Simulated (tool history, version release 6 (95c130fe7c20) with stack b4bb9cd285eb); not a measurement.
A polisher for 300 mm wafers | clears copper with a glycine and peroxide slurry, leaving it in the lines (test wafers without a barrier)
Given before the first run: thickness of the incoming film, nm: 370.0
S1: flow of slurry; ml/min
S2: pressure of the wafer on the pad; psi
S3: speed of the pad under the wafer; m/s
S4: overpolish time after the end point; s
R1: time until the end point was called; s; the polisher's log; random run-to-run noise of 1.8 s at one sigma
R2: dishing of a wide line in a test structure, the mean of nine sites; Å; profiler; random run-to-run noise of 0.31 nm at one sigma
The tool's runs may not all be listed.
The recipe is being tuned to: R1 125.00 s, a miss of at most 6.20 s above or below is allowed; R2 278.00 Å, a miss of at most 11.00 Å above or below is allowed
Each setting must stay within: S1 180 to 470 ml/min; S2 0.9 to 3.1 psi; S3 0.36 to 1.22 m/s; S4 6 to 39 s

run 1 hour=0.0 | S1=300 S2=2.0 S3=0.78 S4=20 | R1=130.92 R2=384.23
run 2 hour=4.3 | S1=300 S2=2.0 S3=0.78 S4=17 | R1=130.54 R2=339.10
run 3 hour=12.7 | S1=300 S2=2.4 S3=0.78 S4=17 | R1=114.27 R2=378.69
run 4 hour=21.4 | S1=300 S2=2.3 S3=0.78 S4=15 | R1=119.49 R2=327.57
run 5 hour=23.6 | S1=300 S2=2.3 S3=0.92 S4=15 | R1=109.19 R2=357.93
run 6 hour=32.4 | S1=300 S2=2.2 S3=0.92 S4=14 | R1=111.48 R2=326.02
run 7 hour=39.1 | S1=300 S2=2.1 S3=0.92 S4=14 | R1=120.00 R2=307.01
run 8 hour=44.4 | S1=300 S2=2.0 S3=0.92 S4=12 | R1=125.83 R2=263.40

5 candidate next runs follow, results not yet known. Just one meets every target within its allowed miss. Identify it.
run A hour=49.7 | S1=300 S2=2.1 S3=0.82 S4=13 | R1=? R2=?
run B hour=49.7 | S1=270 S2=2.1 S3=0.96 S4=14 | R1=? R2=?
run C hour=49.7 | S1=295 S2=2.0 S3=0.86 S4=15 | R1=? R2=?
run D hour=49.7 | S1=320 S2=2.0 S3=0.84 S4=11 | R1=? R2=?
run E hour=49.7 | S1=355 S2=2.0 S3=1.02 S4=12 | R1=? R2=?

move=A R1=126.49 R2=281.35
move=B R1=118.72 R2=316.01
move=C R1=128.53 R2=313.56
move=D R1=128.90 R2=238.43
move=E R1=116.44 R2=280.78
A: each result inside its tolerance
B: takes the result that was furthest off past its target
C: takes the result that was furthest off past its target
D: misses by more than the last run did
E: brings the result that was furthest off to its target, and leaves another outside
So the answer is move A, the one that meets all the targets.
